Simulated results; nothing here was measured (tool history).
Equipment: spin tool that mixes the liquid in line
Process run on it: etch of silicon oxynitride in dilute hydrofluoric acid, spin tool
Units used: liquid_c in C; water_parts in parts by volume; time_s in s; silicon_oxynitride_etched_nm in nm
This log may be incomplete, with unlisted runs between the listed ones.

run  hour  liquid_c  water_parts  time_s  silicon_oxynitride_etched_nm
  1   0.0      23.0          140     270                        5.8023
  2   2.4      23.5          140     270                        5.8990
  3   9.8      24.0          140     270                        6.0184
  4  11.3      24.0          140     270                        5.9918
  5  16.6      24.5          140     270                        6.0973
  6  24.4      24.5          140     290                        6.5917

The next listed run, before its measurement:
  7  28.7      25.0          140     290                             ?

{"run 7": {"silicon_oxynitride_etched_nm": 6.6925}}
